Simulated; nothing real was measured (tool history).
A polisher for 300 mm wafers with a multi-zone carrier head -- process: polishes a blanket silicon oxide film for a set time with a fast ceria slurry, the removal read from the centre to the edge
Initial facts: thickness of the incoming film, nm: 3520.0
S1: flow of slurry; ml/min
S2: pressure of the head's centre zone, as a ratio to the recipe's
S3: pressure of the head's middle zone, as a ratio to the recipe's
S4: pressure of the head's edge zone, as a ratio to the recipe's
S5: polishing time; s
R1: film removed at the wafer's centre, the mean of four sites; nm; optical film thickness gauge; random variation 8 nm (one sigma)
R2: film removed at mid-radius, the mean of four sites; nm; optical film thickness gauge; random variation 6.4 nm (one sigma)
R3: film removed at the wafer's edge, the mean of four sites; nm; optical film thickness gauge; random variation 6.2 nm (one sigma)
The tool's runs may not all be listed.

{"run": 1, "hour": 0.0, "S1": 200, "S2": 1.0, "S3": 1.0, "S4": 1.0, "S5": 64, "R1": 826.33, "R2": 824.46, "R3": 837.43}
{"run": 2, "hour": 5.2, "S1": 180, "S2": 1.0, "S3": 1.0, "S4": 1.0, "S5": 64, "R1": 809.53, "R2": 805.4, "R3": 826.7}
{"run": 3, "hour": 8.4, "S1": 200, "S2": 1.0, "S3": 1.0, "S4": 1.0, "S5": 64, "R1": 818.69, "R2": 827.28, "R3": 829.5}
{"run": 4, "hour": 10.6, "S1": 180, "S2": 1.0, "S3": 0.97, "S4": 1.02, "S5": 64, "R1": 813.65, "R2": 800.3, "R3": 842.49}
{"run": 5, "hour": 19.4, "S1": 220, "S2": 1.0, "S3": 0.97, "S4": 1.02, "S5": 64, "R1": 828.48, "R2": 800.9, "R3": 855.78}
{"run": 6, "hour": 24.0, "S1": 215, "S2": 0.99, "S3": 0.94, "S4": 1.01, "S5": 64, "R1": 829.93, "R2": 796.96, "R3": 848.46}

Estimate the outcome of run 7 from the log above:
{"run": 7, "hour": 30.0, "S1": 205, "S2": 0.98, "S3": 0.91, "S4": 1.02, "S5": 64, "R1": "?", "R2": "?", "R3": "?"}

{"run 7": {"R1": 816.79, "R2": 768.2, "R3": 845.07}}
